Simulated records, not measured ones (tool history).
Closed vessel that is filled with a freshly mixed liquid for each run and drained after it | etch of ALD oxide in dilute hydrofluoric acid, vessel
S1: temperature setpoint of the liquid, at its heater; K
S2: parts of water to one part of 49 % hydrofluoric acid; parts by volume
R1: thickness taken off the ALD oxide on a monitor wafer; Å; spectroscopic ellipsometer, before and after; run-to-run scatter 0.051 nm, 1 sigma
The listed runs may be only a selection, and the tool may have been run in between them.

run 1 day=0 | S1=298.15 S2=95 time_in_the_liquid_(s)=35 | R1=120.29
run 2 day=0.354 | S1=298.15 S2=95 time_in_the_liquid_(s)=35 | R1=120.19
run 3 day=0.5 | S1=298.15 S2=95 time_in_the_liquid_(s)=35 | R1=121.52
run 4 day=0.708 | S1=296.65 S2=105 time_in_the_liquid_(s)=35 | R1=100.54
run 5 day=0.808 | S1=295.15 S2=110 time_in_the_liquid_(s)=35 | R1=91.05
run 6 day=0.929 | S1=294.15 S2=115 time_in_the_liquid_(s)=35 | R1=82.296
run 7 day=1.238 | S1=293.15 S2=120 time_in_the_liquid_(s)=35 | R1=77.343
run 8 day=1.367 | S1=292.65 S2=125 time_in_the_liquid_(s)=35 | R1=71.633
run 9 day=1.525 | S1=292.15 S2=125 time_in_the_liquid_(s)=35 | R1=69.105
run 10 day=1.688 | S1=291.65 S2=125 time_in_the_liquid_(s)=35 | R1=68.706

The next listed run, before its measurement:
run 11 day=1.767 | S1=291.15 S2=125 time_in_the_liquid_(s)=35 | R1=?

R1: 67.154 Å
